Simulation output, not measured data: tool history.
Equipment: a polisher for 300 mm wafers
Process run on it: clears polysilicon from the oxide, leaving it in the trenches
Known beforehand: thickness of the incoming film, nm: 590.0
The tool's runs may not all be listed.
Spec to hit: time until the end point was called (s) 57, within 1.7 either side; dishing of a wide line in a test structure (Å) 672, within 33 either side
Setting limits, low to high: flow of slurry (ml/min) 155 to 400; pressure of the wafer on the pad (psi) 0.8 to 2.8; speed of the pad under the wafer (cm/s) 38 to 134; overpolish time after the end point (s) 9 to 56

run  hour  flow of slurry (ml/min)  pressure of the wafer on the pad (psi)  speed of the pad under the wafer (cm/s)  overpolish time after the end point (s)  time until the end point was called (s)  dishing of a wide line in a test structure (Å)
  1     0                      255                                     1.8                                       86                                       29                                   76.042                                          691.83
  2   6.6                      260                                       2                                       86                                       25                                   69.262                                          679.55
  3  12.9                      260                                       2                                       66                                       25                                   82.232                                          663.27
  4    22                      260                                     2.2                                       66                                       23                                   74.526                                          645.84
  5    27                      260                                     2.3                                       66                                       25                                   71.888                                          676.82
  6  35.5                      260                                     2.3                                       66                                       37                                   71.409                                          708.51
  7  38.1                      265                                     2.4                                       66                                       32                                   67.924                                          690.45
       45  -- head pressure recalibrated
  8    45                      270                                     2.5                                       66                                       30                                   61.973                                          700.36
  9  52.6                      285                                     2.5                                       66                                       26                                   62.001                                          709.82

Exactly one of the 4 candidate moves below puts every result within its allowed miss. Which one?
  A  60.2                      385                                     2.8                                       68                                       30                                        ?                                               ?
  B  60.2                      325                                     2.6                                       70                                       34                                        ?                                               ?
  C  60.2                      330                                     2.1                                       68                                       34                                        ?                                               ?
  D  60.2                      155                                     2.7                                       76                                       20                                        ?                                               ?

move  time until the end point was called (s)  dishing of a wide line in a test structure (Å)
   A                                   53.453                                          724.15
   B                                    57.04                                          726.42
   C                                   71.654                                          714.97
   D                                   56.874                                          685.22
A: the result that was furthest off in the last run now lies on the other side of its target
B: puts the biggest miss on target and leaves a different result outside tolerance
C: moves away from the targets compared with the last run
D: in spec on every target
Move D is the one to make.
